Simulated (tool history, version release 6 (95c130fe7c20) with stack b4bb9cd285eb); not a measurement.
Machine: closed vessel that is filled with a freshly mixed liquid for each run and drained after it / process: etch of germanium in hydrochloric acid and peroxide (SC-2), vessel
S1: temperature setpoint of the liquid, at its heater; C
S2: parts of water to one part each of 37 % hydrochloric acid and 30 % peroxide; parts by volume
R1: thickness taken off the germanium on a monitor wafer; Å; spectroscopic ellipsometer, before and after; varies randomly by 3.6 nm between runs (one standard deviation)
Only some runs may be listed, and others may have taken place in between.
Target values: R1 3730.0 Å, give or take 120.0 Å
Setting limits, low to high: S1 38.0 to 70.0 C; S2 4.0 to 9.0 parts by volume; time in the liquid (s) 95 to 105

{"run": 1, "hour": 0.0, "S1": 54.0, "S2": 5.0, "time in the liquid (s)": 95, "R1": 2830.9}
{"run": 2, "hour": 5.4, "S1": 54.0, "S2": 6.0, "time in the liquid (s)": 95, "R1": 2851.5}
{"run": 3, "hour": 14.4, "S1": 55.5, "S2": 6.0, "time in the liquid (s)": 95, "R1": 2902.0}
{"run": 4, "hour": 17.3, "S1": 57.0, "S2": 6.0, "time in the liquid (s)": 95, "R1": 3092.8}
{"run": 5, "hour": 23.2, "S1": 58.0, "S2": 6.0, "time in the liquid (s)": 95, "R1": 3216.3}
{"run": 6, "hour": 24.8, "S1": 62.0, "S2": 6.0, "time in the liquid (s)": 95, "R1": 3588.0}
{"run": 7, "hour": 33.2, "S1": 62.0, "S2": 6.0, "time in the liquid (s)": 95, "R1": 3576.4}
{"run": 8, "hour": 39.6, "S1": 62.0, "S2": 6.0, "time in the liquid (s)": 95, "R1": 3589.1}

Of the 5 settings listed for the next run, only one would bring every result within its allowed miss of target. Which one?
{"run": "A", "hour": 46.0, "S1": 63.0, "S2": 6.5, "time in the liquid (s)": 105, "R1": "?"}
{"run": "B", "hour": 46.0, "S1": 64.0, "S2": 4.0, "time in the liquid (s)": 100, "R1": "?"}
{"run": "C", "hour": 46.0, "S1": 64.5, "S2": 6.0, "time in the liquid (s)": 100, "R1": "?"}
{"run": "D", "hour": 46.0, "S1": 61.5, "S2": 5.5, "time in the liquid (s)": 100, "R1": "?"}
{"run": "E", "hour": 46.0, "S1": 65.5, "S2": 5.0, "time in the liquid (s)": 95, "R1": "?"}

move=A R1=4016.4
move=B R1=4011.7
move=C R1=4014.8
move=D R1=3690.5
move=E R1=3959.0
A: pushes the last run's worst result past its target
B: pushes the last run's worst result past its target
C: pushes the last run's worst result past its target
D: hits every target within its allowed miss
E: pushes the last run's worst result past its target
The move that meets every target is D.

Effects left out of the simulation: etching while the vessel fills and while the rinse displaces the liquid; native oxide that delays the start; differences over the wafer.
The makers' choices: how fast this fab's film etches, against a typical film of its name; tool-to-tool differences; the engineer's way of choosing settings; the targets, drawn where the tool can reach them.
